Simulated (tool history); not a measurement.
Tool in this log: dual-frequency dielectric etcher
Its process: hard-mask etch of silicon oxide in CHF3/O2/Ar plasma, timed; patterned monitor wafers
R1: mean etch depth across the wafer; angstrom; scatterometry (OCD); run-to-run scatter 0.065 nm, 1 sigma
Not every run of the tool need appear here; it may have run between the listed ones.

run 1 hour=0.0 | source_power_(kW)=0.690 bias_power_(kW)=0.154 etch_time_(s)=13.5 | R1=296.44
run 2 hour=2.7 | source_power_(kW)=0.710 bias_power_(kW)=0.154 etch_time_(s)=13.5 | R1=300.11
run 3 hour=10.5 | source_power_(kW)=0.720 bias_power_(kW)=0.154 etch_time_(s)=13.5 | R1=301.78
run 4 hour=13.6 | source_power_(kW)=0.730 bias_power_(kW)=0.154 etch_time_(s)=13.5 | R1=303.07
run 5 hour=20.1 | source_power_(kW)=0.660 bias_power_(kW)=0.154 etch_time_(s)=13.5 | R1=292.74
run 6 hour=28.3 | source_power_(kW)=0.690 bias_power_(kW)=0.155 etch_time_(s)=13.5 | R1=296.85
run 7 hour=36.9 | source_power_(kW)=0.710 bias_power_(kW)=0.155 etch_time_(s)=13.5 | R1=301.22

Run 8 has not been measured yet. What should we expect?
run 8 hour=37.8 | source_power_(kW)=0.720 bias_power_(kW)=0.155 etch_time_(s)=13.5 | R1=?

{"run 8": {"R1": 301.46}}
